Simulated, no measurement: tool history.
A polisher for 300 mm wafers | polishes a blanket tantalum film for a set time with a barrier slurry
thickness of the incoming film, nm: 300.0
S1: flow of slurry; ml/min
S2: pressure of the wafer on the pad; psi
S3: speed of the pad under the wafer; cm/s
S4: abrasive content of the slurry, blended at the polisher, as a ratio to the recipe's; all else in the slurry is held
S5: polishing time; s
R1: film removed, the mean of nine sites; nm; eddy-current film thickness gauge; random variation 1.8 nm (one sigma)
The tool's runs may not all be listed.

| run | hour | S1 | S2 | S3 | S4 | S5 | R1 |
|---|---|---|---|---|---|---|---|
| 1 | 0.0 | 120 | 1.8 | 84 | 1.0 | 121 | 140.02 |
| 2 | 4.6 | 120 | 1.8 | 84 | 1.0 | 127 | 146.74 |
| 3 | 12.9 | 125 | 1.9 | 84 | 1.0 | 127 | 155.49 |
| 4 | 13.6 | 125 | 1.9 | 84 | 0.9 | 127 | 151.03 |
| 5 | 15.8 | 125 | 1.9 | 84 | 0.9 | 121 | 143.75 |
| 6 | 19.2 | 125 | 1.9 | 84 | 0.9 | 127 | 154.28 |
| 7 | 22.9 | 130 | 2.0 | 84 | 0.9 | 127 | 160.44 |
| 8 | 24.5 | 130 | 2.1 | 84 | 0.9 | 127 | 168.66 |

Run 9 comes next. What will it give?
| 9 | 25.2 | 135 | 2.2 | 84 | 0.9 | 127 | ? |

Run 9 gave R1 177.36 nm.

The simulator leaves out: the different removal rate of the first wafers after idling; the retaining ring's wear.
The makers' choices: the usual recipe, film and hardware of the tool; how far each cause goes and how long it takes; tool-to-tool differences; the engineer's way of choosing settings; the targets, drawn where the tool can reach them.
